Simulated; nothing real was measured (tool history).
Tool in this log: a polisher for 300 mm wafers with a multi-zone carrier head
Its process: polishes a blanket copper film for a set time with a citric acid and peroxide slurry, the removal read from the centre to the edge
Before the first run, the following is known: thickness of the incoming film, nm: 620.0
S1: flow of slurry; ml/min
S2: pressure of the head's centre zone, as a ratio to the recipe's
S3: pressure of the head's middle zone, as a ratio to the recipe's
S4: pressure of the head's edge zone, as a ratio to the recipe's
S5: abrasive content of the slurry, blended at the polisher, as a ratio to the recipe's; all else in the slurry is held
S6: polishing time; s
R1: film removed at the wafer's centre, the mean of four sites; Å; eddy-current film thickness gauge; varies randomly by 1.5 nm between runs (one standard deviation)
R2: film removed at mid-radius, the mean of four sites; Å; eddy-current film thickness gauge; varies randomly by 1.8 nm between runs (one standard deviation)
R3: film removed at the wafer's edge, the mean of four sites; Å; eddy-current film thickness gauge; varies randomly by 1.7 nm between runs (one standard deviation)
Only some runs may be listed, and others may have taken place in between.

{"run": 1, "hour": 0.0, "S1": 155, "S2": 1.0, "S3": 1.0, "S4": 1.0, "S5": 1.0, "S6": 90, "R1": 2288.2, "R2": 2295.9, "R3": 2382.3}
{"run": 2, "hour": 7.1, "S1": 155, "S2": 1.05, "S3": 1.0, "S4": 1.0, "S5": 1.0, "S6": 90, "R1": 2384.6, "R2": 2327.3, "R3": 2330.3}
{"run": 3, "hour": 11.0, "S1": 145, "S2": 1.07, "S3": 1.0, "S4": 0.95, "S5": 0.9, "S6": 90, "R1": 2358.4, "R2": 2215.1, "R3": 2207.5}
{"run": 4, "hour": 16.8, "S1": 135, "S2": 1.08, "S3": 1.02, "S4": 0.91, "S5": 0.85, "S6": 89, "R1": 2260.7, "R2": 2168.7, "R3": 2081.9}
{"run": 5, "hour": 22.9, "S1": 130, "S2": 1.1, "S3": 1.03, "S4": 0.88, "S5": 0.85, "S6": 89, "R1": 2321.5, "R2": 2170.8, "R3": 2051.3}
{"run": 6, "hour": 27.5, "S1": 125, "S2": 1.11, "S3": 1.04, "S4": 0.86, "S5": 0.8, "S6": 89, "R1": 2282.0, "R2": 2094.4, "R3": 1977.3}
{"run": 7, "hour": 34.6, "S1": 125, "S2": 1.11, "S3": 1.06, "S4": 0.84, "S5": 0.8, "S6": 89, "R1": 2267.1, "R2": 2128.0, "R3": 1960.2}

Run 8 comes next. What will it give?
{"run": 8, "hour": 37.1, "S1": 125, "S2": 1.11, "S3": 1.06, "S4": 0.84, "S5": 0.8, "S6": 89, "R1": "?", "R2": "?", "R3": "?"}

Run 8 measured R1 2291.2 Å, R2 2161.6 Å, R3 1911.0 Å.
